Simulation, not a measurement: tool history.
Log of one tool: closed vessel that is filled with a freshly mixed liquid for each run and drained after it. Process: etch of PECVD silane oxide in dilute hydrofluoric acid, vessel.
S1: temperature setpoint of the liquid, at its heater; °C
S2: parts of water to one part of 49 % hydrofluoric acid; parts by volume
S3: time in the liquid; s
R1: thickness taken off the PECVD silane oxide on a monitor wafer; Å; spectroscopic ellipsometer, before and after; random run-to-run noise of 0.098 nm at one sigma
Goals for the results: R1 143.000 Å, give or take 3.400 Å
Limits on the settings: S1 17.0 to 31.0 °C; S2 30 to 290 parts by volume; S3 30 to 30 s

run 1 hour=0.0 | S1=23.0 S2=160 S3=30 | R1=50.671
run 2 hour=4.7 | S1=25.0 S2=130 S3=30 | R1=68.708
run 3 hour=8.4 | S1=28.5 S2=130 S3=30 | R1=78.927
run 4 hour=14.6 | S1=28.5 S2=155 S3=30 | R1=64.024
run 5 hour=19.3 | S1=29.0 S2=130 S3=30 | R1=79.276
run 6 hour=28.6 | S1=29.0 S2=175 S3=30 | R1=55.622
run 7 hour=34.0 | S1=29.5 S2=145 S3=30 | R1=72.551
run 8 hour=42.7 | S1=30.0 S2=125 S3=30 | R1=86.555

Of the 5 settings listed for the next run, only one would bring every result within its allowed miss of target. Which one?
run A hour=51.4 | S1=30.0 S2=85 S3=30 | R1=?
run B hour=51.4 | S1=30.5 S2=85 S3=30 | R1=?
run C hour=51.4 | S1=26.0 S2=75 S3=30 | R1=?
run D hour=51.4 | S1=28.5 S2=80 S3=30 | R1=?
run E hour=51.4 | S1=30.0 S2=80 S3=30 | R1=?

move=A R1=135.040
move=B R1=137.630
move=C R1=132.870
move=D R1=136.440
move=E R1=144.530
A: closer than the last run, but not yet in spec
B: closer than the last run, but not yet in spec
C: closer than the last run, but not yet in spec
D: closer than the last run, but not yet in spec
E: all results in spec
Move E is the one to make.
